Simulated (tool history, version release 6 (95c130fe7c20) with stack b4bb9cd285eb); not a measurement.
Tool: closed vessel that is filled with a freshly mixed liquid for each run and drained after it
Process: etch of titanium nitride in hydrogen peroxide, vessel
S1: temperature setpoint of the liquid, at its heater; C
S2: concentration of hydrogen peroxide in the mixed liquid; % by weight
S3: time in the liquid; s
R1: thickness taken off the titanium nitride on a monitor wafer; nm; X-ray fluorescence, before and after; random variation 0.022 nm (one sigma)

run 1 hour=0 | S1=44 S2=17 S3=140 | R1=4.6151
run 2 hour=2 | S1=43.5 S2=17 S3=140 | R1=4.4387
run 3 hour=6.2 | S1=43.5 S2=13.5 S3=140 | R1=4.2844
run 4 hour=7.6 | S1=47 S2=13.5 S3=140 | R1=5.4562
run 5 hour=14.7 | S1=49.5 S2=13.5 S3=140 | R1=6.5697
run 6 hour=21.6 | S1=54.5 S2=13.5 S3=140 | R1=9.4129

Run 7 comes next. What will it give?
run 7 hour=23.9 | S1=53 S2=13.5 S3=140 | R1=?

Run 7 gave R1 8.4793 nm.

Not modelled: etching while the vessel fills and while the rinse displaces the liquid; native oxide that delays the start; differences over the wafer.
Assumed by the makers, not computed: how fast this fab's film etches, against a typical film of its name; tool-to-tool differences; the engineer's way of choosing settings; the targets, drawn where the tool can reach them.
